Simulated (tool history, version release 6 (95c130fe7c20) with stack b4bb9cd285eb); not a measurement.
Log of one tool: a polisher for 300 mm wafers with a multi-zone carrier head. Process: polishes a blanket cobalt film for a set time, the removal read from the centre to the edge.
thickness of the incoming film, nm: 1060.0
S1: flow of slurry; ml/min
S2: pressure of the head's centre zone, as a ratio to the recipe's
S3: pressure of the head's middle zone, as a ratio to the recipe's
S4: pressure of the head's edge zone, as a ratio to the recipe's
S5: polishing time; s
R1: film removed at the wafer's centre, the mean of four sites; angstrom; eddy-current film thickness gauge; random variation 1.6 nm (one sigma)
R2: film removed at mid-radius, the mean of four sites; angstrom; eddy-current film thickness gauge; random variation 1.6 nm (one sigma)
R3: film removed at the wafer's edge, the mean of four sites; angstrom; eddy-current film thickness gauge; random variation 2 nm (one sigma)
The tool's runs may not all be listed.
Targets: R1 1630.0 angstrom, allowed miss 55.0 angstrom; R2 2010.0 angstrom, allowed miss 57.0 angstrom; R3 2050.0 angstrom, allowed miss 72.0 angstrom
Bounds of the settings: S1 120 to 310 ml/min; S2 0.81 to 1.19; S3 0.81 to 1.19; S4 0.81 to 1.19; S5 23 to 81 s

run 1 day=0.000 | S1=200 S2=1.00 S3=1.00 S4=1.00 S5=52 | R1=1755.9 R2=1941.9 R3=1891.0
run 2 day=0.096 | S1=200 S2=1.00 S3=1.00 S4=1.00 S5=57 | R1=1933.9 R2=2167.5 R3=2063.6
run 3 day=0.367 | S1=200 S2=1.00 S3=1.00 S4=1.06 S5=57 | R1=1929.5 R2=2111.2 R3=2152.0
run 4 day=0.546 | S1=190 S2=0.97 S3=1.00 S4=1.06 S5=57 | R1=1864.2 R2=2105.1 R3=2173.3
run 5 day=0.871 | S1=180 S2=0.95 S3=1.00 S4=1.04 S5=57 | R1=1789.5 R2=2100.7 R3=2133.5
run 6 day=1.229 | S1=180 S2=0.95 S3=1.00 S4=0.96 S5=57 | R1=1771.7 R2=2085.2 R3=2026.3
run 7 day=1.300 | S1=170 S2=0.94 S3=1.00 S4=0.97 S5=57 | R1=1753.8 R2=2099.8 R3=2061.6
run 8 day=1.450 | S1=165 S2=0.93 S3=0.99 S4=0.97 S5=57 | R1=1731.8 R2=2072.7 R3=2007.1
-- day=1.742 centre zone pressure recalibrated
run 9 day=1.742 | S1=160 S2=0.92 S3=0.99 S4=0.98 S5=57 | R1=1888.1 R2=2072.3 R3=2039.3
run 10 day=1.971 | S1=180 S2=0.90 S3=0.98 S4=0.98 S5=56 | R1=1874.3 R2=2035.5 R3=2015.9
run 11 day=2.125 | S1=165 S2=0.91 S3=0.99 S4=0.99 S5=56 | R1=1831.8 R2=2032.6 R3=2030.9

4 next moves are on the table. One of them brings every result within its allowed miss. Which?
run A day=2.279 | S1=125 S2=0.92 S3=1.04 S4=1.10 S5=51 | R1=? R2=? R3=?
run B day=2.279 | S1=120 S2=0.88 S3=1.10 S4=1.19 S5=54 | R1=? R2=? R3=?
run C day=2.279 | S1=205 S2=0.81 S3=0.81 S4=1.03 S5=61 | R1=? R2=? R3=?
run D day=2.279 | S1=125 S2=0.92 S3=1.09 S4=1.03 S5=57 | R1=? R2=? R3=?

move=A R1=1620.2 R2=1859.2 R3=1862.8
move=B R1=1628.6 R2=2051.5 R3=2042.7
move=C R1=1840.5 R2=1937.4 R3=2274.7
move=D R1=1811.4 R2=2163.0 R3=2013.5
A: brings the result that was furthest off to its target, and leaves another outside
B: meets every target
C: as far off as the last run
D: nearer than the last run, and not there yet
The right move is B.
